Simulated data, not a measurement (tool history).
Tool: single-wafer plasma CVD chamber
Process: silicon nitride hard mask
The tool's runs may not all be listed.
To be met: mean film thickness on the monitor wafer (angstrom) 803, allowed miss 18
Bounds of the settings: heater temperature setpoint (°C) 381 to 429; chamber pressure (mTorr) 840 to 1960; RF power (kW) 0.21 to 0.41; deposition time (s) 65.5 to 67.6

run,hour,heater temperature setpoint (°C),chamber pressure (mTorr),RF power (kW),deposition time (s),mean film thickness on the monitor wafer (angstrom)
1,0,405,1400,0.31,65.5,705.43
2,5.2,405,1400,0.295,65.5,680.22
3,6.1,405,1440,0.3,65.5,698.75
4,7.9,405,1640,0.3,65.5,732.44
5,11,405,1640,0.3,65.5,731.78
6,14.5,405,1670,0.3,65.5,734.82
7,17.7,405,1690,0.3,65.5,741.07
8,24.8,405,1690,0.3,65.5,739.66
9,27.5,405,1710,0.3,65.5,738.43
10,29.8,405,1710,0.3,65.5,746.25
11,32.3,405,1730,0.3,65.5,746.83
12,36.1,405,1750,0.3,65.5,747.72
13,40.8,405,1770,0.3,65.5,750.06
14,41.9,405,1780,0.3,65.5,750.67
15,45.4,405,1790,0.3,65.5,752.65
16,51.5,405,1800,0.3,65.5,753.74
17,55.8,405,1810,0.3,65.5,756.85
18,59.5,405,1820,0.3,65.5,758.06
19,64,405,1830,0.3,65.5,759.44
20,68.2,405,1840,0.3,65.5,761.13

Which of these 4 next moves meets every target?
A,72.4,408,1920,0.305,67.1,?
B,72.4,426,1820,0.285,65.5,?
C,72.4,394,1820,0.265,65.5,?
D,72.4,409,1870,0.295,65.5,?

move,mean film thickness on the monitor wafer (angstrom)
A,797.43
B,725.12
C,696.8
D,754.24
A: meets every target
B: further off than the last run
C: further off than the last run
D: further off than the last run
Move A is the one to make.
